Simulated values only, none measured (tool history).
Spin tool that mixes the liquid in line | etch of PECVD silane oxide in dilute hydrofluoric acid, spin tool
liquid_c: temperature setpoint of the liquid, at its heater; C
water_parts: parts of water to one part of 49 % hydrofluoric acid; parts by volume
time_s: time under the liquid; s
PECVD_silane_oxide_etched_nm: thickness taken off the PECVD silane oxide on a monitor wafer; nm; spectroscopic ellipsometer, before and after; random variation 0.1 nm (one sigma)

| run | hour | liquid_c | water_parts | time_s | PECVD_silane_oxide_etched_nm |
|---|---|---|---|---|---|
| 1 | 0 | 21 | 280 | 165 | 9.465 |
| 2 | 7.8 | 23.5 | 235 | 165 | 12.823 |
| 3 | 11.8 | 25.5 | 205 | 165 | 16.387 |
| 4 | 18 | 25.5 | 205 | 165 | 16.289 |
| 5 | 23.6 | 26.5 | 190 | 165 | 18.584 |
| 6 | 26.3 | 26.5 | 190 | 165 | 18.581 |
| 7 | 32.3 | 27.5 | 185 | 165 | 20.016 |
| 8 | 39 | 28 | 180 | 165 | 20.738 |

What will run 9 give?
| 9 | 45.9 | 29 | 165 | 165 | ? |

PECVD_silane_oxide_etched_nm: 24.188 nm
